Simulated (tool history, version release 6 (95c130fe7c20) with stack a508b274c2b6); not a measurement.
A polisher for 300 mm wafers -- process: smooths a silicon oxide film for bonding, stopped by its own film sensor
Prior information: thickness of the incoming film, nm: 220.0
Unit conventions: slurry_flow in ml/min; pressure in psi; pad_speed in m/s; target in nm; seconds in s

run  hour  slurry_flow  pressure  pad_speed  slurry_solids  target  seconds
  1     0          315       1.7          1              1     148      125
  2   3.2          315       1.5       0.98              1     148   133.21
  3  11.3          315       1.5       0.98            0.9     148   144.17
  4  13.3          315       1.5       0.98            0.9     145   148.75
  5  17.5          315       1.5       1.22            0.9     145   125.96
  6  20.6          360       1.5       1.22            0.9     145   130.59

Forecast run 7:
  7  26.9          360       1.3        1.2            0.9     145        ?

{"run 7": {"seconds": 138.22}}
